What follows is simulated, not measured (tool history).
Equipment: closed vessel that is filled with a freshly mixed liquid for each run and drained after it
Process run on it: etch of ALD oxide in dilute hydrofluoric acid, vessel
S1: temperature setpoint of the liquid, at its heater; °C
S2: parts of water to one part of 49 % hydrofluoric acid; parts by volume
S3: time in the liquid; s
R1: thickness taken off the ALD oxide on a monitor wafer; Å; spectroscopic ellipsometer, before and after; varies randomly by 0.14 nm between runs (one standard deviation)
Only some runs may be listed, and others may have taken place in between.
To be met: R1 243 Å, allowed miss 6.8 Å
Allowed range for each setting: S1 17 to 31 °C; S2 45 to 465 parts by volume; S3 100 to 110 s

{"run": 1, "day": 0.0, "S1": 23, "S2": 255, "S3": 100, "R1": 108.89}
{"run": 2, "day": 0.25, "S1": 23, "S2": 175, "S3": 100, "R1": 170.84}
{"run": 3, "day": 0.321, "S1": 24, "S2": 175, "S3": 100, "R1": 178.39}
{"run": 4, "day": 0.596, "S1": 21, "S2": 175, "S3": 100, "R1": 156.77}
{"run": 5, "day": 0.938, "S1": 22, "S2": 175, "S3": 100, "R1": 162.41}
{"run": 6, "day": 1.083, "S1": 23, "S2": 175, "S3": 100, "R1": 171.55}
{"run": 7, "day": 1.362, "S1": 24, "S2": 175, "S3": 100, "R1": 177.69}
{"run": 8, "day": 1.562, "S1": 25, "S2": 175, "S3": 100, "R1": 185.03}
{"run": 9, "day": 1.912, "S1": 25.5, "S2": 175, "S3": 100, "R1": 187.85}
{"run": 10, "day": 2.254, "S1": 26, "S2": 175, "S3": 100, "R1": 192.1}
{"run": 11, "day": 2.45, "S1": 26.5, "S2": 175, "S3": 100, "R1": 192.55}
{"run": 12, "day": 2.675, "S1": 27, "S2": 175, "S3": 100, "R1": 199.33}
{"run": 13, "day": 2.971, "S1": 27.5, "S2": 175, "S3": 100, "R1": 203.48}
{"run": 14, "day": 3.233, "S1": 31, "S2": 160, "S3": 100, "R1": 257.86}

4 candidate next runs follow, results not yet known. Just one meets every target within its allowed miss. Identify it.
{"run": "A", "day": 3.496, "S1": 28.5, "S2": 155, "S3": 105, "R1": "?"}
{"run": "B", "day": 3.496, "S1": 28, "S2": 160, "S3": 105, "R1": "?"}
{"run": "C", "day": 3.496, "S1": 31, "S2": 155, "S3": 100, "R1": "?"}
{"run": "D", "day": 3.496, "S1": 30.5, "S2": 160, "S3": 105, "R1": "?"}

move=A R1=256.81
move=B R1=242.78
move=C R1=267.54
move=D R1=265.6
A: nearer the targets than the last run, but a result is still out of spec
B: meets every target
C: moves away from the targets compared with the last run
D: moves away from the targets compared with the last run
B meets every target.
